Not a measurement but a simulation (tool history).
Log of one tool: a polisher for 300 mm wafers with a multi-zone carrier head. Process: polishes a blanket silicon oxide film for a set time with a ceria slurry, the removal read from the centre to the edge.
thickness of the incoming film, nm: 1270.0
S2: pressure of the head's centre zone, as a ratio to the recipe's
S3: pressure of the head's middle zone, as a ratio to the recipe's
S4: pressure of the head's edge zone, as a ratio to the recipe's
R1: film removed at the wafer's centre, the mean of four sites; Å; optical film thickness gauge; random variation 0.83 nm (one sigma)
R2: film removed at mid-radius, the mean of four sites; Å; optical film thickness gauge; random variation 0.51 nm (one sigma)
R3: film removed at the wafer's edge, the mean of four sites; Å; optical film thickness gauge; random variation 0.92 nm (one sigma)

{"run": 1, "hour": 0.0, "flow of slurry (ml/min)": 285, "S2": 1.0, "S3": 1.0, "S4": 1.0, "polishing time (s)": 32, "R1": 922.6, "R2": 912.63, "R3": 910.98}
{"run": 2, "hour": 7.6, "flow of slurry (ml/min)": 280, "S2": 0.97, "S3": 0.99, "S4": 0.99, "polishing time (s)": 30, "R1": 816.2, "R2": 840.61, "R3": 862.59}
{"run": 3, "hour": 9.4, "flow of slurry (ml/min)": 280, "S2": 0.96, "S3": 0.99, "S4": 0.97, "polishing time (s)": 29, "R1": 794.84, "R2": 810.41, "R3": 833.55}
{"run": 4, "hour": 13.3, "flow of slurry (ml/min)": 280, "S2": 0.96, "S3": 0.99, "S4": 1.03, "polishing time (s)": 29, "R1": 804.44, "R2": 809.66, "R3": 840.72}
{"run": 5, "hour": 20.1, "flow of slurry (ml/min)": 330, "S2": 0.96, "S3": 0.99, "S4": 1.03, "polishing time (s)": 29, "R1": 812.21, "R2": 826.89, "R3": 850.58}
{"run": 6, "hour": 25.1, "flow of slurry (ml/min)": 335, "S2": 0.94, "S3": 0.99, "S4": 1.02, "polishing time (s)": 28, "R1": 745.02, "R2": 787.59, "R3": 829.24}
{"run": 7, "hour": 31.7, "flow of slurry (ml/min)": 335, "S2": 0.93, "S3": 0.99, "S4": 1.01, "polishing time (s)": 27, "R1": 727.35, "R2": 762.46, "R3": 787.07}
{"run": 8, "hour": 39.3, "flow of slurry (ml/min)": 335, "S2": 0.91, "S3": 0.99, "S4": 1.0, "polishing time (s)": 26, "R1": 699.97, "R2": 736.3, "R3": 752.75}
{"run": 9, "hour": 40.5, "flow of slurry (ml/min)": 335, "S2": 0.89, "S3": 0.99, "S4": 1.01, "polishing time (s)": 25, "R1": 647.98, "R2": 700.73, "R3": 721.3}
{"run": 10, "hour": 46.3, "flow of slurry (ml/min)": 330, "S2": 0.88, "S3": 0.99, "S4": 1.0, "polishing time (s)": 25, "R1": 657.25, "R2": 722.69, "R3": 732.63}
{"run": 11, "hour": 55.0, "flow of slurry (ml/min)": 330, "S2": 0.87, "S3": 0.98, "S4": 1.0, "polishing time (s)": 25, "R1": 657.11, "R2": 712.07, "R3": 739.62}
{"run": 12, "hour": 63.4, "flow of slurry (ml/min)": 295, "S2": 0.81, "S3": 0.96, "S4": 0.95, "polishing time (s)": 23, "R1": 540.45, "R2": 636.54, "R3": 648.51}

The next listed run, before its measurement:
{"run": 13, "hour": 66.4, "flow of slurry (ml/min)": 295, "S2": 0.82, "S3": 0.96, "S4": 0.96, "polishing time (s)": 23, "R1": "?", "R2": "?", "R3": "?"}

R1: 542.51 Å
R2: 633.83 Å
R3: 650.61 Å
